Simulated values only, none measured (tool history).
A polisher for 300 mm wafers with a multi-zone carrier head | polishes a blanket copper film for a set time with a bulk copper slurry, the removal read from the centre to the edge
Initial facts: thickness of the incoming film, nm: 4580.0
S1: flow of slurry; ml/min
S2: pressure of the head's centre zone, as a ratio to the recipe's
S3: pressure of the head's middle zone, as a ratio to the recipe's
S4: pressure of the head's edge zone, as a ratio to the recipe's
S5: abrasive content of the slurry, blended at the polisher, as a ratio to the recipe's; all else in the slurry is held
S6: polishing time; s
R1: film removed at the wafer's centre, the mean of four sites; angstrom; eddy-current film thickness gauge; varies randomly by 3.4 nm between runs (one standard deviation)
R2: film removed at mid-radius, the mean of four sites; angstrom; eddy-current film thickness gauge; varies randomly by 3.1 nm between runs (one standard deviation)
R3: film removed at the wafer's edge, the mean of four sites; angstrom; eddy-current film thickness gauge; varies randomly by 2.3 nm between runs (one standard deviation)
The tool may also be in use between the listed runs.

run	hour	S1	S2	S3	S4	S5	S6	R1	R2	R3
1	0	225	1	1	1	1	42	4604.6	4645.2	4344.8
2	8.3	215	0.96	0.97	0.99	0.9	38	3968.9	4057.1	3846.1
3	14.2	205	0.93	0.94	1	0.8	35	3511.1	3537.9	3473.9
4	18.7	195	0.9	0.93	1.01	0.75	33	3150.7	3328.1	3223.5
5	25.5	190	0.88	0.91	1.02	0.7	32	2857.4	3047.8	3097.1
6	34.4	190	0.88	0.83	1.02	0.7	32	2905	2827.1	3128

Run 7, settings as shown, results not yet in. Your forecast:
7	40.2	185	0.86	0.83	1	0.65	31	?	?	?

Run 7 gave R1 2705 angstrom, R2 2731.1 angstrom, R3 2998.9 angstrom.

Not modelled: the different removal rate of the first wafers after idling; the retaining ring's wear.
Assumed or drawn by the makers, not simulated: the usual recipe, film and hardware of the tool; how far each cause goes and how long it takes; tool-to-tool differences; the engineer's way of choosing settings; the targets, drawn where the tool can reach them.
